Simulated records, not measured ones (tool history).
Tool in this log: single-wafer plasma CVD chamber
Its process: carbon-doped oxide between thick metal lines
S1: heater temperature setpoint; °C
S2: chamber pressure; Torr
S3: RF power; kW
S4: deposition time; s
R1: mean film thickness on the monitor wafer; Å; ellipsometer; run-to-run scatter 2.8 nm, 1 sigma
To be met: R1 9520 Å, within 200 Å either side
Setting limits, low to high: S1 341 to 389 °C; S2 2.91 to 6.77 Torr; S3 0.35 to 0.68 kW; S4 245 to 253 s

Run 1, hour 0: S1 365 °C, S2 4.84 Torr, S3 0.515 kW, S4 245 s. Result: R1 11561 Å.
Run 2, hour 0.7: S1 360 °C, S2 4.84 Torr, S3 0.515 kW, S4 245 s. Result: R1 11616 Å.
Run 3, hour 2.1: S1 355 °C, S2 4.84 Torr, S3 0.515 kW, S4 245 s. Result: R1 11759 Å.
Run 4, hour 5.9: S1 365 °C, S2 4.84 Torr, S3 0.515 kW, S4 245 s. Result: R1 11627 Å.
Run 5, hour 11.2: S1 365 °C, S2 4.84 Torr, S3 0.515 kW, S4 245 s. Result: R1 11515 Å.
Run 6, hour 14.2: S1 366 °C, S2 4.54 Torr, S3 0.485 kW, S4 245 s. Result: R1 11042 Å.
Run 7, hour 22.8: S1 367 °C, S2 4.32 Torr, S3 0.46 kW, S4 245 s. Result: R1 10525 Å.
Run 8, hour 29.1: S1 367 °C, S2 4.09 Torr, S3 0.45 kW, S4 245 s. Result: R1 10358 Å.

Which one of the following 4 next-run settings gets every result inside its allowed miss? There is exactly one.
Run A, hour 35.4: S1 371 °C, S2 3.47 Torr, S3 0.375 kW, S4 253 s. Result: R1 ?.
Run B, hour 35.4: S1 369 °C, S2 4.12 Torr, S3 0.405 kW, S4 245 s. Result: R1 ?.
Run C, hour 35.4: S1 372 °C, S2 4.06 Torr, S3 0.525 kW, S4 250 s. Result: R1 ?.
Run D, hour 35.4: S1 377 °C, S2 5.03 Torr, S3 0.505 kW, S4 253 s. Result: R1 ?.

move      R1
   A  9114.6
   B  9602.8
   C   11538
   D   11705
A: the result that was furthest off in the last run now lies on the other side of its target
B: hits every target within its allowed miss
C: the biggest miss grows against the last run
D: the biggest miss grows against the last run
So the answer is move B, the one that meets all the targets.
